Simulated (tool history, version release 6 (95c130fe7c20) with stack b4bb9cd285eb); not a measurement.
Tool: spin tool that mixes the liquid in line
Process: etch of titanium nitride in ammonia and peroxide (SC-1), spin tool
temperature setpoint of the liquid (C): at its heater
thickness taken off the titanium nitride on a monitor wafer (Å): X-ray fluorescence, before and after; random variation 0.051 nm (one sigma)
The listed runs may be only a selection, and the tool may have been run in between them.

| run | hour | temperature setpoint of the liquid (C) | parts of water to one part of 30 % peroxide (parts by volume) | parts of 29 % ammonia solution to one part of 30 % peroxide (parts by volume) | time under the liquid (s) | thickness taken off the titanium nitride on a monitor wafer (Å) |
|---|---|---|---|---|---|---|
| 1 | 0 | 56 | 20.5 | 0.6 | 280 | 92.419 |
| 2 | 5.5 | 54.5 | 20.5 | 0.6 | 280 | 84.881 |
| 3 | 8.7 | 53 | 20.5 | 0.6 | 280 | 75.631 |
| 4 | 10.1 | 53 | 20.5 | 0.65 | 280 | 77.842 |
| 5 | 15.5 | 53 | 20.5 | 0.65 | 300 | 83.452 |
| 6 | 22.4 | 53 | 18 | 0.65 | 300 | 88.315 |
| 7 | 25.6 | 51.5 | 18 | 0.65 | 300 | 81.355 |
| 8 | 29.1 | 50.5 | 18 | 0.65 | 300 | 74.394 |
| 9 | 29.9 | 49.5 | 18 | 0.65 | 300 | 68.257 |

The next listed run, before its measurement:
| 10 | 38.3 | 44.5 | 18 | 0.65 | 300 | ? |

{"run 10": {"thickness taken off the titanium nitride on a monitor wafer (Å)": 48.982}}
